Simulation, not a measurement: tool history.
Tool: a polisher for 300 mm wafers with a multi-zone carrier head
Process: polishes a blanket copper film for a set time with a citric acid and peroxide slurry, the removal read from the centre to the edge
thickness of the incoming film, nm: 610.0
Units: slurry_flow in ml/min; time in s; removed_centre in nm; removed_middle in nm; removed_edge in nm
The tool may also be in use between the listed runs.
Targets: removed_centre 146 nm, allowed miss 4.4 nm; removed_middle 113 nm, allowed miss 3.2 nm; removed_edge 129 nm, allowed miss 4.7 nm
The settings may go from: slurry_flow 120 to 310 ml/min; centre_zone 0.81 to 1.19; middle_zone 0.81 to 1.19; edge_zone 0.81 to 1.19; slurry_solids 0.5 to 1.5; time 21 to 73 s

| run | hour | slurry_flow | centre_zone | middle_zone | edge_zone | slurry_solids | time | removed_centre | removed_middle | removed_edge |
|---|---|---|---|---|---|---|---|---|---|---|
| 1 | 0 | 200 | 1 | 1 | 1 | 1 | 47 | 127.61 | 112.28 | 109.71 |
| 2 | 2.4 | 200 | 1 | 1 | 1 | 1 | 52 | 140.1 | 126.4 | 122.43 |
| 3 | 3.3 | 200 | 1 | 1 | 0.96 | 1 | 52 | 139.4 | 125.05 | 123.1 |
| 4 | 7.4 | 240 | 1 | 1 | 0.96 | 1 | 52 | 144.48 | 127.36 | 122.68 |
| 5 | 11.7 | 240 | 1 | 1 | 0.96 | 1.15 | 52 | 149.5 | 131.93 | 124.48 |
| 6 | 12.6 | 220 | 1 | 0.95 | 0.97 | 1.15 | 52 | 145.54 | 125.03 | 126.36 |
| 7 | 19.7 | 215 | 1.01 | 0.92 | 0.97 | 1.15 | 52 | 147.68 | 121.55 | 126.3 |
| 8 | 22.2 | 205 | 1.01 | 0.9 | 0.97 | 1.15 | 52 | 146.96 | 118.54 | 126.43 |
| 9 | 23 | 200 | 1.01 | 0.89 | 0.98 | 1.15 | 52 | 144.24 | 119.1 | 125.47 |

4 next moves are on the table. One of them brings every result within its allowed miss. Which?
| A | 23.8 | 200 | 0.96 | 0.94 | 0.98 | 1.25 | 53 | ? | ? | ? |
| B | 23.8 | 175 | 0.98 | 0.81 | 0.96 | 1.2 | 54 | ? | ? | ? |
| C | 23.8 | 225 | 1.04 | 1 | 1.02 | 1.05 | 51 | ? | ? | ? |
| D | 23.8 | 145 | 1.03 | 0.82 | 1.01 | 1.15 | 51 | ? | ? | ? |

| move | removed_centre | removed_middle | removed_edge |
|---|---|---|---|
| A | 143.84 | 128.11 | 132.71 |
| B | 146.13 | 113.02 | 131.74 |
| C | 146.15 | 126.3 | 126.26 |
| D | 140.91 | 104.92 | 124.67 |
A: further off than the last run
B: meets every target
C: further off than the last run
D: takes the result that was furthest off past its target
The right move is B.

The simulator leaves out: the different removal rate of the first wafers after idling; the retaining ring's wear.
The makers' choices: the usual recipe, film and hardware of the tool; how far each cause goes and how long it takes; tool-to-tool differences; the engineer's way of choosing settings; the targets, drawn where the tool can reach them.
